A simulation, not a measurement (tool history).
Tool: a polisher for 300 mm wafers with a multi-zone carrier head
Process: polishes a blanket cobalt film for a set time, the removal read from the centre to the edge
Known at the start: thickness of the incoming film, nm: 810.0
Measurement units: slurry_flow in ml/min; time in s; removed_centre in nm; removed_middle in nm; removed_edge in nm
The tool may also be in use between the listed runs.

{"run": 1, "hour": 0.0, "slurry_flow": 275, "centre_zone": 1.0, "middle_zone": 1.0, "edge_zone": 1.0, "time": 53, "removed_centre": 332.72, "removed_middle": 348.18, "removed_edge": 326.81}
{"run": 2, "hour": 3.1, "slurry_flow": 275, "centre_zone": 1.0, "middle_zone": 0.95, "edge_zone": 1.0, "time": 53, "removed_centre": 335.59, "removed_middle": 334.83, "removed_edge": 334.41}
{"run": 3, "hour": 6.4, "slurry_flow": 285, "centre_zone": 0.98, "middle_zone": 1.0, "edge_zone": 1.03, "time": 54, "removed_centre": 339.66, "removed_middle": 352.2, "removed_edge": 343.67}
{"run": 4, "hour": 7.9, "slurry_flow": 285, "centre_zone": 0.92, "middle_zone": 1.0, "edge_zone": 1.03, "time": 54, "removed_centre": 316.11, "removed_middle": 355.0, "removed_edge": 346.67}
{"run": 5, "hour": 9.5, "slurry_flow": 320, "centre_zone": 0.92, "middle_zone": 1.0, "edge_zone": 1.03, "time": 54, "removed_centre": 321.92, "removed_middle": 357.06, "removed_edge": 345.06}
{"run": 6, "hour": 14.7, "slurry_flow": 295, "centre_zone": 0.92, "middle_zone": 1.0, "edge_zone": 1.03, "time": 54, "removed_centre": 314.78, "removed_middle": 349.66, "removed_edge": 336.9}
{"run": 7, "hour": 19.8, "slurry_flow": 305, "centre_zone": 0.91, "middle_zone": 1.05, "edge_zone": 1.05, "time": 55, "removed_centre": 321.62, "removed_middle": 377.53, "removed_edge": 345.84}
{"run": 8, "hour": 28.6, "slurry_flow": 310, "centre_zone": 0.91, "middle_zone": 1.07, "edge_zone": 1.07, "time": 56, "removed_centre": 322.02, "removed_middle": 388.3, "removed_edge": 355.88}
{"run": 9, "hour": 30.0, "slurry_flow": 320, "centre_zone": 0.91, "middle_zone": 1.09, "edge_zone": 1.07, "time": 56, "removed_centre": 323.39, "removed_middle": 395.98, "removed_edge": 365.78}
{"run": 10, "hour": 32.2, "slurry_flow": 325, "centre_zone": 0.92, "middle_zone": 1.11, "edge_zone": 1.05, "time": 56, "removed_centre": 331.85, "removed_middle": 398.84, "removed_edge": 359.54}

Estimate the outcome of run 11 from the log above:
{"run": 11, "hour": 32.8, "slurry_flow": 325, "centre_zone": 0.92, "middle_zone": 1.11, "edge_zone": 1.05, "time": 56, "removed_centre": "?", "removed_middle": "?", "removed_edge": "?"}

{"run 11": {"removed_centre": 335.57, "removed_middle": 399.74, "removed_edge": 360.97}}
